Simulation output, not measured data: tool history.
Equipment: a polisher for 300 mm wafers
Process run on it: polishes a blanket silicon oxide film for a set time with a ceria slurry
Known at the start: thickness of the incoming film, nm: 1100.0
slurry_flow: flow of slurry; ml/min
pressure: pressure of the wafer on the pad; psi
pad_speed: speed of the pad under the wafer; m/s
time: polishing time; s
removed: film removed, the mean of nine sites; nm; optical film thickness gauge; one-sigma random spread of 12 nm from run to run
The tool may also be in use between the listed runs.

| run | day | slurry_flow | pressure | pad_speed | time | removed |
|---|---|---|---|---|---|---|
| 1 | 0.000 | 195 | 2.5 | 1.08 | 106 | 399.62 |
| 2 | 0.050 | 195 | 2.9 | 1.14 | 106 | 483.13 |
| 3 | 0.379 | 195 | 3.2 | 1.20 | 106 | 577.46 |
| 4 | 0.575 | 195 | 2.6 | 1.20 | 106 | 466.38 |
| 5 | 0.762 | 195 | 2.6 | 1.00 | 106 | 389.45 |
| 6 | 1.004 | 195 | 2.3 | 1.00 | 106 | 353.74 |
| 7 | 1.112 | 195 | 2.8 | 1.12 | 107 | 479.50 |
| 8 | 1.208 | 195 | 2.8 | 1.12 | 107 | 482.70 |

Estimate the outcome of run 9 from the log above:
| 9 | 1.396 | 195 | 3.5 | 1.28 | 108 | ? |

removed: 666.05 nm

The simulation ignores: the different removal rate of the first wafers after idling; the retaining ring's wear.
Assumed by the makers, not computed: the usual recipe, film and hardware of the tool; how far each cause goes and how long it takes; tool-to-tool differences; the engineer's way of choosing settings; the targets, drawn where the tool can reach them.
